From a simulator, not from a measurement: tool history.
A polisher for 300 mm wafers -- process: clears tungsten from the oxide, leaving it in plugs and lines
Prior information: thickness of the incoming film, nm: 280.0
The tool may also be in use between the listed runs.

run	hour	flow of slurry (ml/min)	pressure of the wafer on the pad (psi)	speed of the pad under the wafer (m/s)	abrasive content of the slurry	overpolish time after the end point (s)	time until the end point was called (s)
1	0.0	225	2.8	0.90	1.0	28	75.939
2	1.3	230	3.0	0.90	1.0	28	70.101
3	5.1	230	3.0	0.90	1.0	30	71.089
4	8.3	230	3.0	0.90	1.0	28	69.667
5	15.2	230	3.0	0.90	0.8	28	73.684
6	22.5	230	3.0	0.80	0.8	28	83.011
7	28.8	235	3.3	0.80	0.8	28	75.780
8	31.3	235	3.3	0.80	0.8	28	74.106

For run 9, what comes out?
9	38.5	240	3.5	0.80	0.8	28	?

{"run 9": {"time until the end point was called (s)": 70.129}}
